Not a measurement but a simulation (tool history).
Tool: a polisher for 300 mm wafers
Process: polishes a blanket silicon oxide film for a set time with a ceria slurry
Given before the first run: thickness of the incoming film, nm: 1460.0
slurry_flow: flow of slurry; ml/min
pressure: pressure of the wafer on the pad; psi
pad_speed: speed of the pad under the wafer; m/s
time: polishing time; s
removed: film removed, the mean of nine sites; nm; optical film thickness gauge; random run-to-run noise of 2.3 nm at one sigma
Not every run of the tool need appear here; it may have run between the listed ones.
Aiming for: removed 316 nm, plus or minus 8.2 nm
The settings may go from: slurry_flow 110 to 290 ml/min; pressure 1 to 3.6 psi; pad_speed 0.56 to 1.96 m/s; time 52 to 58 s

run  hour  slurry_flow  pressure  pad_speed  time  removed
  1     0          185       2.3       1.26    58   248.54
  2     9          190       2.4       1.26    58   260.74
  3   9.8          195       2.4       1.26    58   259.37
  4  12.2          195       2.5       1.26    58   271.84
  5  18.1          195       2.5       1.26    52   239.65
  6  22.6          195       2.2       1.26    52   215.22
  7  26.2          195       2.3       1.26    52   222.55
     34.4  -- slurry nozzle cleaned
  8  34.4          195       2.4       1.26    52      245
  9    38          195       2.5       1.26    52   252.49

4 candidate next runs follow, results not yet known. Just one meets every target within its allowed miss. Identify it.
  A  41.6          200       2.2       0.98    52        ?
  B  41.6          210       2.6        1.3    55        ?
  C  41.6          235       2.5       1.32    57        ?
  D  41.6          260       2.8       1.36    52        ?

move  removed
   A      179
   B   294.04
   C   300.96
   D   318.54
A: misses by more than the last run did
B: nearer the targets than the last run, but a result is still out of spec
C: nearer the targets than the last run, but a result is still out of spec
D: all results land within tolerance of their targets
Correct choice: D, which meets every target
